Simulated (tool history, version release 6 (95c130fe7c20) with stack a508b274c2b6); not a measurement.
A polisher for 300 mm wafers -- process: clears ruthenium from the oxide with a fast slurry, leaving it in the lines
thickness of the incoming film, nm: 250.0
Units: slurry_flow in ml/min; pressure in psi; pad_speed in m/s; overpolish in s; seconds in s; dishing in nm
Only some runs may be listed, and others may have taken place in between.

run 1 day=0 | slurry_flow=270 pressure=3.2 pad_speed=0.86 slurry_solids=1 overpolish=22 | seconds=62.3 dishing=64.988
run 2 day=0.262 | slurry_flow=270 pressure=3.2 pad_speed=0.86 slurry_solids=1.2 overpolish=22 | seconds=56.569 dishing=68.004
run 3 day=0.283 | slurry_flow=270 pressure=3.2 pad_speed=0.86 slurry_solids=1.2 overpolish=20 | seconds=56.924 dishing=62.522
run 4 day=0.521 | slurry_flow=270 pressure=3.2 pad_speed=1.04 slurry_solids=1.2 overpolish=20 | seconds=48.552 dishing=73.839
run 5 day=0.596 | slurry_flow=270 pressure=3.2 pad_speed=1.04 slurry_solids=1.2 overpolish=19 | seconds=48.47 dishing=67.752
run 6 day=0.85 | slurry_flow=270 pressure=3.2 pad_speed=1.04 slurry_solids=1.2 overpolish=28 | seconds=48.77 dishing=93.44
run 7 day=1.112 | slurry_flow=270 pressure=3 pad_speed=1.04 slurry_solids=1.2 overpolish=18 | seconds=51.84 dishing=64.374

Forecast run 8:
run 8 day=1.283 | slurry_flow=270 pressure=3 pad_speed=1.04 slurry_solids=1.2 overpolish=17 | seconds=? dishing=?

Run 8 gave seconds 51.186 s, dishing 61.273 nm.
